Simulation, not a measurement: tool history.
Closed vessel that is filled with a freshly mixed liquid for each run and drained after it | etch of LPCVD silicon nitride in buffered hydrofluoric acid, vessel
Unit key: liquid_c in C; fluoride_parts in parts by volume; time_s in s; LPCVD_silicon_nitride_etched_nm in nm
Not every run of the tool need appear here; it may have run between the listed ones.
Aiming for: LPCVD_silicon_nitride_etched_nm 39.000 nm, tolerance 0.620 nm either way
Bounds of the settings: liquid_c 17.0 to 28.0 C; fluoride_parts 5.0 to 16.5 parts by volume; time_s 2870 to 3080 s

| run | day | liquid_c | fluoride_parts | time_s | LPCVD_silicon_nitride_etched_nm |
|---|---|---|---|---|---|
| 1 | 0.000 | 20.0 | 10.0 | 2870 | 36.367 |
| 2 | 0.392 | 20.0 | 8.5 | 2870 | 41.196 |
| 3 | 0.450 | 20.0 | 10.0 | 2870 | 36.219 |
| 4 | 0.792 | 20.5 | 10.0 | 2870 | 37.174 |
| 5 | 1.075 | 20.5 | 12.5 | 2870 | 30.037 |
| 6 | 1.138 | 20.5 | 14.5 | 2870 | 25.974 |
| 7 | 1.271 | 22.0 | 14.5 | 2870 | 28.195 |
| 8 | 1.629 | 23.0 | 14.5 | 2870 | 29.873 |
| 9 | 1.821 | 27.0 | 14.5 | 2870 | 37.011 |
| 10 | 1.988 | 27.5 | 14.5 | 2870 | 37.887 |

Exactly one of the 4 candidate moves below puts every result within its allowed miss. Which one?
| A | 2.154 | 28.0 | 15.0 | 2945 | ? |
| B | 2.154 | 28.0 | 15.0 | 2885 | ? |
| C | 2.154 | 26.5 | 14.0 | 2870 | ? |
| D | 2.154 | 28.0 | 14.0 | 2900 | ? |

| move | LPCVD_silicon_nitride_etched_nm |
|---|---|
| A | 38.701 |
| B | 37.913 |
| C | 37.245 |
| D | 40.777 |
A: all results land within tolerance of their targets
B: just as far off the targets as the last run
C: its largest miss is bigger than the last run's
D: carries the result that was furthest off beyond its target, to the other side
A is the move that brings every result within its allowed miss.
